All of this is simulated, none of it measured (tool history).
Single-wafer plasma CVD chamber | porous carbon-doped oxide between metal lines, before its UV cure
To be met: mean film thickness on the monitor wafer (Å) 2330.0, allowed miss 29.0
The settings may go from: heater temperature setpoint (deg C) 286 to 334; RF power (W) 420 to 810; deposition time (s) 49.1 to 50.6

run    day  heater temperature setpoint (deg C)  RF power (W)  deposition time (s)  mean film thickness on the monitor wafer (Å)
  1  0.000                                  310           615                 49.1                                        2683.0
  2  0.067                                  306           615                 49.1                                        2753.2
  3  0.229                                  312           610                 49.1                                        2629.5
  4  0.550                                  306           610                 49.1                                        2726.2
     0.875  -- RF generator calibrated
  5  0.875                                  311           605                 49.1                                        2777.9
  6  1.167                                  311           605                 49.1                                        2775.0
  7  1.388                                  306           565                 49.1                                        2676.3
  8  1.725                                  311           535                 49.1                                        2449.5
  9  1.850                                  313           535                 49.1                                        2410.5
 10  1.892                                  314           535                 49.1                                        2406.8
 11  2.138                                  315           535                 49.1                                        2378.7
 12  2.342                                  316           535                 49.1                                        2380.6
 13  2.608                                  316           535                 49.1                                        2383.3
 14  2.975                                  321           530                 49.1                                        2276.6
 15  3.333                                  320           530                 49.1                                        2297.9
 16  3.483                                  320           530                 49.1                                        2292.7

4 next moves are on the table. One of them brings every result within its allowed miss. Which?
  A  3.633                                  315           510                 49.1                                             ?
  B  3.633                                  316           515                 50.5                                             ?
  C  3.633                                  316           510                 49.1                                             ?
  D  3.633                                  311           515                 50.6                                             ?

move  mean film thickness on the monitor wafer (Å)
   A                                        2272.5
   B                                        2347.6
   C                                        2259.1
   D                                        2423.1
A: further off than the last run
B: meets every target
C: further off than the last run
D: takes the result that was furthest off past its target
The right move is B.

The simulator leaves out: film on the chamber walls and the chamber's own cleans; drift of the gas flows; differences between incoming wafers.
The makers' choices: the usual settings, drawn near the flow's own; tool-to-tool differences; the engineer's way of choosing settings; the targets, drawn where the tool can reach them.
